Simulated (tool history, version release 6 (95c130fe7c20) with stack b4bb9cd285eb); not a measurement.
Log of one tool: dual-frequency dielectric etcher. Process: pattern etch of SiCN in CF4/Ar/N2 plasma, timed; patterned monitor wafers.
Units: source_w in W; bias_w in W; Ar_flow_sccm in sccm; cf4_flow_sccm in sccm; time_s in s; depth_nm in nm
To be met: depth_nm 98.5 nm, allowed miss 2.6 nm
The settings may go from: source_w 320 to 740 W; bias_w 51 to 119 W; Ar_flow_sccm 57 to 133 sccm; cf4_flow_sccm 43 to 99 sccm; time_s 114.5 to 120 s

Run 1, hour 0: source_w 530 W, bias_w 85 W, Ar_flow_sccm 95 sccm, cf4_flow_sccm 71 sccm, time_s 114.5 s. Result: depth_nm 120.98 nm.
Run 2, hour 8.9: source_w 530 W, bias_w 85 W, Ar_flow_sccm 95 sccm, cf4_flow_sccm 60 sccm, time_s 114.5 s. Result: depth_nm 118.84 nm.
Run 3, hour 11.9: source_w 530 W, bias_w 85 W, Ar_flow_sccm 83 sccm, cf4_flow_sccm 60 sccm, time_s 114.5 s. Result: depth_nm 121.66 nm.
Run 4, hour 16: source_w 490 W, bias_w 84 W, Ar_flow_sccm 83 sccm, cf4_flow_sccm 60 sccm, time_s 114.5 s. Result: depth_nm 111.08 nm.
Run 5, hour 19.8: source_w 490 W, bias_w 76 W, Ar_flow_sccm 83 sccm, cf4_flow_sccm 60 sccm, time_s 114.5 s. Result: depth_nm 106.77 nm.
At hour 23.9: CF4 flow controller replaced.
Run 6, hour 23.9: source_w 490 W, bias_w 86 W, Ar_flow_sccm 83 sccm, cf4_flow_sccm 60 sccm, time_s 114.5 s. Result: depth_nm 112.26 nm.
Run 7, hour 28.8: source_w 470 W, bias_w 86 W, Ar_flow_sccm 83 sccm, cf4_flow_sccm 60 sccm, time_s 114.5 s. Result: depth_nm 108.03 nm.
Run 8, hour 33.6: source_w 460 W, bias_w 86 W, Ar_flow_sccm 83 sccm, cf4_flow_sccm 60 sccm, time_s 114.5 s. Result: depth_nm 105.9 nm.
Run 9, hour 35.7: source_w 450 W, bias_w 86 W, Ar_flow_sccm 83 sccm, cf4_flow_sccm 60 sccm, time_s 114.5 s. Result: depth_nm 101.72 nm.

4 next moves are on the table. One of them brings every result within its allowed miss. Which?
Run A, hour 37.8: source_w 430 W, bias_w 83 W, Ar_flow_sccm 82 sccm, cf4_flow_sccm 58 sccm, time_s 117 s. Result: depth_nm ?.
Run B, hour 37.8: source_w 440 W, bias_w 81 W, Ar_flow_sccm 76 sccm, cf4_flow_sccm 52 sccm, time_s 120 s. Result: depth_nm ?.
Run C, hour 37.8: source_w 480 W, bias_w 82 W, Ar_flow_sccm 91 sccm, cf4_flow_sccm 61 sccm, time_s 114.5 s. Result: depth_nm ?.
Run D, hour 37.8: source_w 460 W, bias_w 86 W, Ar_flow_sccm 87 sccm, cf4_flow_sccm 62 sccm, time_s 116 s. Result: depth_nm ?.

move  depth_nm
   A    99.099
   B    103.47
   C    107.83
   D    106.85
A: meets every target
B: further off than the last run
C: further off than the last run
D: further off than the last run
Answer: A
